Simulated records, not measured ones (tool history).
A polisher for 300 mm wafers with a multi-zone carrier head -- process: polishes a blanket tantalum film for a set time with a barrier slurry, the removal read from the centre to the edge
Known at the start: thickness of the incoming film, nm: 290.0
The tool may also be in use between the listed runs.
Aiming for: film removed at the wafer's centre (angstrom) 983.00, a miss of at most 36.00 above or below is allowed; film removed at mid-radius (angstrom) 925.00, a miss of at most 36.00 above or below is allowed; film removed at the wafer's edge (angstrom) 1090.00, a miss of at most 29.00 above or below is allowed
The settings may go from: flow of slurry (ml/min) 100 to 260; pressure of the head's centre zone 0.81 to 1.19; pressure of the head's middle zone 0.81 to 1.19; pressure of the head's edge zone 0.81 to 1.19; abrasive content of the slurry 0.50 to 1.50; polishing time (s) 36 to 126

run	hour	flow of slurry (ml/min)	pressure of the head's centre zone	pressure of the head's middle zone	pressure of the head's edge zone	abrasive content of the slurry	polishing time (s)	film removed at the wafer's centre (angstrom)	film removed at mid-radius (angstrom)	film removed at the wafer's edge (angstrom)
1	0.0	165	1.00	1.00	1.00	1.00	81	811.55	795.26	774.17
2	7.6	165	0.93	1.00	1.00	1.00	81	763.03	797.61	774.43
3	15.3	170	0.93	0.99	1.02	1.05	82	766.88	821.03	814.04
4	22.9	190	0.93	0.99	1.02	1.05	82	797.39	839.86	827.53
5	28.7	195	0.94	0.98	1.04	1.10	82	821.19	846.12	845.13
6	33.4	195	0.94	0.97	1.06	1.15	83	840.09	852.00	889.09
7	35.1	240	0.99	0.96	1.16	1.40	84	1000.90	927.08	1005.70
8	41.7	240	0.98	0.95	1.16	1.40	84	975.99	925.67	1009.20
9	45.9	240	0.98	0.95	1.16	1.40	84	966.04	922.81	1004.30
10	54.5	240	0.98	0.94	1.16	1.40	84	952.35	905.89	1011.90
11	59.2	245	0.98	0.92	1.18	1.45	86	1004.60	931.45	1055.50

Next run, 5 choices. One meets every target within its allowed miss, the rest don't. Which?
A	63.9	240	0.94	0.88	1.19	1.40	90	?	?	?
B	63.9	255	0.97	0.94	1.19	1.35	85	?	?	?
C	63.9	245	0.95	0.92	1.19	1.40	84	?	?	?
D	63.9	260	0.97	0.91	1.15	1.50	83	?	?	?
E	63.9	260	1.06	0.94	1.17	1.50	83	?	?	?

move	film removed at the wafer's centre (angstrom)	film removed at mid-radius (angstrom)	film removed at the wafer's edge (angstrom)
A	971.49	929.94	1102.60
B	944.11	925.40	1036.20
C	918.61	902.71	1030.40
D	948.57	905.01	1022.50
E	1032.40	929.37	1031.30
A: each result inside its tolerance
B: lands further from the targets than the last run did
C: lands further from the targets than the last run did
D: lands further from the targets than the last run did
E: lands further from the targets than the last run did
The right move is A.

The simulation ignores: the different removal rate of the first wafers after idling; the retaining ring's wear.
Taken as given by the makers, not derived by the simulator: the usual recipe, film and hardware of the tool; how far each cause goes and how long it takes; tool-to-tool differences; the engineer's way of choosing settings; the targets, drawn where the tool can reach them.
